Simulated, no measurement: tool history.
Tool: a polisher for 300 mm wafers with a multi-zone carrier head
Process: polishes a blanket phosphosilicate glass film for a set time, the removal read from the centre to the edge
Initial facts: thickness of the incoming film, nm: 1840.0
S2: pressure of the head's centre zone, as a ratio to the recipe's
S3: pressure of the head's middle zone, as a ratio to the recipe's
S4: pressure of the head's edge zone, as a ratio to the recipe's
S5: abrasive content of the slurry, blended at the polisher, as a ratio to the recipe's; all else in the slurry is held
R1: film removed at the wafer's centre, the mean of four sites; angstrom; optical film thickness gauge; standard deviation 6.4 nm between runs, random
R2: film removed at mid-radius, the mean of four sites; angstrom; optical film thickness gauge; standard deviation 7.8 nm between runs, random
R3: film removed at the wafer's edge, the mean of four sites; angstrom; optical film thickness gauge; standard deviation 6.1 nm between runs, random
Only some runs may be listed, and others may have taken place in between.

Run 1, hour 0.0: flow of slurry (ml/min) 240, S2 1.00, S3 1.00, S4 1.00, S5 1.00, polishing time (s) 50. Result: R1 4030.1 angstrom, R2 3944.3 angstrom, R3 4042.2 angstrom.
Run 2, hour 5.9: flow of slurry (ml/min) 240, S2 1.00, S3 1.00, S4 1.00, S5 1.00, polishing time (s) 45. Result: R1 3593.0 angstrom, R2 3632.6 angstrom, R3 3588.0 angstrom.
Run 3, hour 14.8: flow of slurry (ml/min) 240, S2 1.00, S3 1.01, S4 1.03, S5 1.15, polishing time (s) 49. Result: R1 4237.7 angstrom, R2 4207.9 angstrom, R3 4310.1 angstrom.
Run 4, hour 21.9: flow of slurry (ml/min) 240, S2 1.00, S3 1.01, S4 1.03, S5 1.15, polishing time (s) 37. Result: R1 3229.2 angstrom, R2 3168.0 angstrom, R3 3247.7 angstrom.
Run 5, hour 27.3: flow of slurry (ml/min) 245, S2 1.00, S3 1.02, S4 1.06, S5 1.25, polishing time (s) 43. Result: R1 3929.7 angstrom, R2 3995.0 angstrom, R3 4001.0 angstrom.
Run 6, hour 29.9: flow of slurry (ml/min) 240, S2 1.00, S3 1.01, S4 1.09, S5 1.30, polishing time (s) 47. Result: R1 4307.2 angstrom, R2 4233.8 angstrom, R3 4460.3 angstrom.
Run 7, hour 35.3: flow of slurry (ml/min) 240, S2 0.99, S3 1.01, S4 1.11, S5 1.35, polishing time (s) 50. Result: R1 4546.5 angstrom, R2 4655.4 angstrom, R3 4925.3 angstrom.
Run 8, hour 44.3: flow of slurry (ml/min) 240, S2 1.00, S3 1.01, S4 1.12, S5 1.40, polishing time (s) 53. Result: R1 4974.5 angstrom, R2 5078.4 angstrom, R3 5303.1 angstrom.
Run 9, hour 45.3: flow of slurry (ml/min) 250, S2 1.00, S3 1.00, S4 1.14, S5 1.45, polishing time (s) 55. Result: R1 5252.8 angstrom, R2 5394.5 angstrom, R3 5716.7 angstrom.
Run 10, hour 50.6: flow of slurry (ml/min) 250, S2 1.01, S3 1.00, S4 1.15, S5 1.45, polishing time (s) 57. Result: R1 5568.7 angstrom, R2 5586.8 angstrom, R3 5869.0 angstrom.
Run 11, hour 54.4: flow of slurry (ml/min) 250, S2 1.01, S3 1.00, S4 1.15, S5 1.45, polishing time (s) 57. Result: R1 5545.5 angstrom, R2 5592.6 angstrom, R3 5901.0 angstrom.
Run 12, hour 61.0: flow of slurry (ml/min) 250, S2 1.01, S3 1.00, S4 1.15, S5 1.45, polishing time (s) 57. Result: R1 5531.6 angstrom, R2 5512.0 angstrom, R3 5985.0 angstrom.
Run 13, hour 64.2: flow of slurry (ml/min) 255, S2 1.01, S3 1.01, S4 1.16, S5 1.45, polishing time (s) 58. Result: R1 5629.4 angstrom, R2 5584.9 angstrom, R3 6045.1 angstrom.
Run 14, hour 67.4: flow of slurry (ml/min) 255, S2 1.01, S3 1.01, S4 1.16, S5 1.45, polishing time (s) 59. Result: R1 5870.0 angstrom, R2 5625.6 angstrom, R3 6126.1 angstrom.
Run 15, hour 75.7: flow of slurry (ml/min) 250, S2 1.00, S3 1.01, S4 1.16, S5 1.45, polishing time (s) 60. Result: R1 5826.5 angstrom, R2 5652.2 angstrom, R3 6205.1 angstrom.
Run 16, hour 82.1: flow of slurry (ml/min) 260, S2 1.00, S3 0.99, S4 1.15, S5 1.45, polishing time (s) 60. Result: R1 5803.5 angstrom, R2 5769.0 angstrom, R3 6173.3 angstrom.

Run 17 has not been measured yet. What should we expect?
Run 17, hour 84.2: flow of slurry (ml/min) 255, S2 1.00, S3 1.00, S4 1.16, S5 1.45, polishing time (s) 60. Result: R1 ?, R2 ?, R3 ?.

Run 17 measured R1 5703.3 angstrom, R2 5583.0 angstrom, R3 6313.7 angstrom.
